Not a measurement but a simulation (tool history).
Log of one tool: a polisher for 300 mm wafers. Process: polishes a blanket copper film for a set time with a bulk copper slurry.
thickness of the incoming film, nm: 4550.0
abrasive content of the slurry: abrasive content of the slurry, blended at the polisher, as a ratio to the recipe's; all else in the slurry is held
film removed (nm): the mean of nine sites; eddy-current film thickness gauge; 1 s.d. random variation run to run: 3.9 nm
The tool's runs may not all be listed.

run,day,flow of slurry (ml/min),pressure of the wafer on the pad (kPa),speed of the pad under the wafer (m/s),abrasive content of the slurry,polishing time (s),film removed (nm)
1,0.000,190,13.8,1.08,1.0,42,275.21
2,0.046,190,13.8,0.90,1.0,42,234.80
3,0.167,190,13.8,1.08,1.0,42,278.83
4,0.383,195,15.2,1.08,1.0,42,305.97
5,0.550,165,15.2,1.08,1.0,42,304.07
6,0.625,165,16.5,1.08,1.0,42,329.24

Predict the results of run 7:
7,0.775,165,17.2,1.08,1.0,42,?

film removed (nm): 340.65
